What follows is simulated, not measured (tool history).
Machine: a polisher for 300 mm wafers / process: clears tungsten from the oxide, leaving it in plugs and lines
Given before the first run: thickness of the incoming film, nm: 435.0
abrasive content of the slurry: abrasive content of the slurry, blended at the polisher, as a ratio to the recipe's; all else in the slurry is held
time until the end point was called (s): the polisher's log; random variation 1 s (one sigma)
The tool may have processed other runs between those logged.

run	hour	flow of slurry (ml/min)	pressure of the wafer on the pad (kPa)	speed of the pad under the wafer (cm/s)	abrasive content of the slurry	overpolish time after the end point (s)	time until the end point was called (s)
1	0	210	25.5	120	1	11	112.48
2	1.4	210	30.3	120	1	11	94.627
3	7	210	30.3	120	1	8	94.683
4	12.3	210	24.8	120	1	8	114.95
5	15.1	210	27.6	122	1	8	101.41
6	22.5	210	30.3	124	1	8	90.725
7	28.9	210	32.4	126	1	8	81.715
8	30.5	210	32.4	126	1	8	84.873
9	31.6	210	33.8	128	1	8	79.656

Forecast run 10:
10	34.3	210	35.2	130	1	8	?

time until the end point was called (s): 74.776
